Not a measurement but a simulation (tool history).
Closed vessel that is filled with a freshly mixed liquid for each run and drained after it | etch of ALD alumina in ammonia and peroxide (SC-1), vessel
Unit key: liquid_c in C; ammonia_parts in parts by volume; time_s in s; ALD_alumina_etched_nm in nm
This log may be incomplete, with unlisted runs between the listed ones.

run    day  liquid_c  ammonia_parts  time_s  ALD_alumina_etched_nm
  1  0.000      62.0           0.55      30                 2.9552
  2  0.229      63.5           0.55      30                 3.2163
  3  0.292      63.5           0.55      30                 3.1827
  4  0.421      59.5           0.55      30                 2.6357
  5  0.642      59.5           0.55      30                 2.6153
  6  0.771      61.5           0.55      30                 2.8874
  7  0.858      63.5           0.55      30                 3.1727
  8  1.225      65.0           0.60      30                 3.4375

What does the tool deliver on the next run?
  9  1.512      66.0           0.60      30                      ?

{"run 9": {"ALD_alumina_etched_nm": 3.6196}}

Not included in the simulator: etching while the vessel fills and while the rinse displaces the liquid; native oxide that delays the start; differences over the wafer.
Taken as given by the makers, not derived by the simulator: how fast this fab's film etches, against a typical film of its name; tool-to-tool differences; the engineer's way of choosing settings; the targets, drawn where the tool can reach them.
